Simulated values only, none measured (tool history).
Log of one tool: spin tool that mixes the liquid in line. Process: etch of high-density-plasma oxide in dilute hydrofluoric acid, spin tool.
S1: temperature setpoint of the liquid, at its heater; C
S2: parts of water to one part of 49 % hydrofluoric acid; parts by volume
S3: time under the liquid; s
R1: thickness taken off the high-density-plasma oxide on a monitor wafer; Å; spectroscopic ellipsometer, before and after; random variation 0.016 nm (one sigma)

Run 1, hour 0.0: S1 21.0 C, S2 55 parts by volume, S3 15 s. Result: R1 22.262 Å.
Run 2, hour 3.3: S1 21.0 C, S2 55 parts by volume, S3 15 s. Result: R1 21.987 Å.
Run 3, hour 8.9: S1 20.0 C, S2 55 parts by volume, S3 15 s. Result: R1 20.773 Å.
Run 4, hour 13.2: S1 20.0 C, S2 35 parts by volume, S3 15 s. Result: R1 33.630 Å.
Run 5, hour 16.6: S1 19.0 C, S2 40 parts by volume, S3 15 s. Result: R1 28.399 Å.
Run 6, hour 25.2: S1 18.5 C, S2 45 parts by volume, S3 15 s. Result: R1 24.309 Å.
Run 7, hour 29.5: S1 18.0 C, S2 50 parts by volume, S3 15 s. Result: R1 21.457 Å.
Run 8, hour 36.0: S1 18.0 C, S2 50 parts by volume, S3 15 s. Result: R1 21.240 Å.

The next listed run, before its measurement:
Run 9, hour 38.3: S1 17.5 C, S2 50 parts by volume, S3 15 s. Result: R1 ?.

R1: 21.157 Å

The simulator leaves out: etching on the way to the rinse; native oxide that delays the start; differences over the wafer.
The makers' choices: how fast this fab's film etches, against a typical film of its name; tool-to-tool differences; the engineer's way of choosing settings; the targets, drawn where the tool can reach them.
